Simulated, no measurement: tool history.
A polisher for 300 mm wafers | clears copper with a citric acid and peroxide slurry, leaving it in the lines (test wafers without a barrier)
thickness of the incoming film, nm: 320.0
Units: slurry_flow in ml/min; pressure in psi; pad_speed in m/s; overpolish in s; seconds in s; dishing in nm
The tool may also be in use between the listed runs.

run	hour	slurry_flow	pressure	pad_speed	slurry_solids	overpolish	seconds	dishing
1	0	125	4	1.38	1	11	74.352	32.527
2	5.1	110	4	1.38	1	11	76.622	31.422
3	9.3	110	4	1.38	0.85	11	81.712	30.861
4	16	110	4	1.38	0.95	11	77.102	31.452
5	24.7	120	4.3	1.38	1	9	70.627	29.638
6	33.5	120	4.3	1.38	0.8	9	75.443	27.215
7	36.9	120	4.3	1.38	0.8	9	77.21	27.071
8	41	125	4.8	1.4	0.8	8	68.477	27.701
9	46.6	130	5.2	1.42	0.8	7	59.741	27.265
10	48.1	135	5.4	1.42	0.8	7	58.664	27.899

The next listed run, before its measurement:
11	52.3	135	6	1.44	0.8	5	?	?

seconds: 51.658 s
dishing: 22.965 nm
